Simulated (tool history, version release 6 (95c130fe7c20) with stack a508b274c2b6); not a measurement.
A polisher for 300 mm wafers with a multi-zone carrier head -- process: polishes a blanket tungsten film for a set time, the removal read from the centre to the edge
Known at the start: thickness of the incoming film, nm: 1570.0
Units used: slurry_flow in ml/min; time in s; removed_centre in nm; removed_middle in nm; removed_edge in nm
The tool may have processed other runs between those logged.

run,hour,slurry_flow,centre_zone,middle_zone,edge_zone,slurry_solids,time,removed_centre,removed_middle,removed_edge
1,0.0,230,1.00,1.00,1.00,1.00,89,316.07,306.64,303.31
2,7.7,240,1.02,1.01,1.03,1.05,89,321.91,313.08,313.43
3,8.4,240,1.02,1.07,1.03,1.05,89,327.04,333.35,315.82
4,13.9,240,1.02,1.07,1.03,1.25,89,336.09,346.49,329.64
5,22.7,240,1.02,0.98,1.03,1.25,89,338.52,320.54,329.03
6,27.4,250,1.04,0.99,1.04,1.25,89,346.94,322.18,332.72
7,29.5,255,1.05,1.00,1.04,1.25,89,359.98,331.25,330.49

For run 8, what comes out?
8,35.2,260,1.05,1.00,1.05,1.25,89,?,?,?

Run 8 yielded removed_centre 359.96 nm, removed_middle 333.88 nm, removed_edge 323.82 nm.
